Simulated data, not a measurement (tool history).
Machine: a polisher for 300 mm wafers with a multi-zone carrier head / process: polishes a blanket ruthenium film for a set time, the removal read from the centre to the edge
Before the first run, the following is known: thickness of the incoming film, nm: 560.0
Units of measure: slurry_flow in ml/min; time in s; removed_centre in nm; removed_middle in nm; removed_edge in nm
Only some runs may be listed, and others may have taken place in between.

| run | hour | slurry_flow | centre_zone | middle_zone | edge_zone | time | removed_centre | removed_middle | removed_edge |
|---|---|---|---|---|---|---|---|---|---|
| 1 | 0.0 | 310 | 1.00 | 1.00 | 1.00 | 33 | 23.673 | 23.860 | 22.755 |
| 2 | 5.2 | 265 | 1.00 | 1.00 | 1.00 | 33 | 23.280 | 23.435 | 23.132 |
| 3 | 11.5 | 270 | 0.98 | 1.00 | 0.98 | 32 | 22.248 | 22.436 | 21.728 |
| 4 | 15.3 | 265 | 0.95 | 1.01 | 0.97 | 31 | 21.017 | 21.930 | 21.223 |
| 5 | 20.3 | 270 | 0.93 | 1.02 | 0.96 | 30 | 20.100 | 21.299 | 20.188 |
| 6 | 25.4 | 270 | 0.97 | 1.02 | 0.96 | 30 | 20.907 | 22.011 | 20.467 |
| 7 | 29.3 | 270 | 0.95 | 1.02 | 0.95 | 29 | 19.712 | 20.947 | 19.629 |
| 8 | 36.9 | 270 | 0.95 | 1.02 | 0.95 | 29 | 19.588 | 20.839 | 19.607 |
| 9 | 42.8 | 270 | 0.93 | 1.02 | 0.94 | 29 | 19.307 | 20.938 | 19.694 |
| 10 | 48.8 | 275 | 0.92 | 1.02 | 0.93 | 28 | 18.229 | 20.397 | 18.598 |
| 11 | 53.1 | 275 | 0.91 | 1.01 | 0.92 | 28 | 18.225 | 20.225 | 19.000 |
| 12 | 58.9 | 275 | 0.90 | 1.01 | 0.91 | 28 | 18.042 | 19.916 | 18.693 |
| 13 | 67.3 | 275 | 0.89 | 1.01 | 0.90 | 28 | 17.660 | 19.889 | 18.623 |
| 14 | 74.6 | 275 | 0.89 | 1.01 | 0.89 | 28 | 17.559 | 19.997 | 18.276 |
| 15 | 76.2 | 275 | 0.88 | 1.01 | 0.88 | 28 | 17.400 | 20.363 | 18.365 |
| 16 | 78.7 | 275 | 0.88 | 1.00 | 0.87 | 28 | 17.390 | 20.138 | 18.202 |

Run 17 comes next. What will it give?
| 17 | 87.5 | 275 | 0.88 | 1.00 | 0.86 | 28 | ? | ? | ? |

{"run 17": {"removed_centre": 17.517, "removed_middle": 20.316, "removed_edge": 18.245}}

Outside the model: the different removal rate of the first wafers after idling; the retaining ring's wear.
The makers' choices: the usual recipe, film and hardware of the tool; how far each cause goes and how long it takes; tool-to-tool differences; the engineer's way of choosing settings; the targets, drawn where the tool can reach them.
